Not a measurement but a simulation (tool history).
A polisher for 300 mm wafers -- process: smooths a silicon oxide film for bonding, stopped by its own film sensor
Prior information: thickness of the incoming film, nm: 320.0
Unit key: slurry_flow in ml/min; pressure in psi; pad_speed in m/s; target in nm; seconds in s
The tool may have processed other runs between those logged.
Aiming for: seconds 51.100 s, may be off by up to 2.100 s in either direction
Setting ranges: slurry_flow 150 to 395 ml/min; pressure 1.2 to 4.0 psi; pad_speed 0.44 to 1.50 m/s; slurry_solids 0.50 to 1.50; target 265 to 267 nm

run,day,slurry_flow,pressure,pad_speed,slurry_solids,target,seconds
1,0.000,250,2.6,0.96,1.00,267,83.027
2,0.033,250,2.8,0.96,1.00,267,76.497
3,0.379,250,3.3,0.96,1.00,267,66.533
4,0.575,250,3.4,0.98,1.00,267,64.792
5,0.683,250,3.4,0.74,1.00,267,79.496
6,0.942,250,3.4,0.74,1.15,267,74.763
7,1.175,250,3.5,0.78,1.15,267,69.470
8,1.338,250,3.6,0.82,1.15,267,66.085
9,1.504,250,3.7,0.84,1.15,267,62.286
10,1.812,250,4.0,0.94,1.15,267,53.809

Consider the 5 candidate settings below. Which is the only one whose results all fall within their allowed miss of target?
A,2.121,320,4.0,0.80,1.20,267,?
B,2.121,235,4.0,0.86,1.15,267,?
C,2.121,185,4.0,1.00,1.10,265,?
D,2.121,240,4.0,1.10,1.10,265,?
E,2.121,245,3.8,0.90,1.30,265,?

move,seconds
A,59.517
B,58.736
C,56.402
D,51.218
E,57.490
A: its largest miss is bigger than the last run's
B: its largest miss is bigger than the last run's
C: its largest miss is bigger than the last run's
D: each result inside its tolerance
E: its largest miss is bigger than the last run's
The move that meets every target is D.

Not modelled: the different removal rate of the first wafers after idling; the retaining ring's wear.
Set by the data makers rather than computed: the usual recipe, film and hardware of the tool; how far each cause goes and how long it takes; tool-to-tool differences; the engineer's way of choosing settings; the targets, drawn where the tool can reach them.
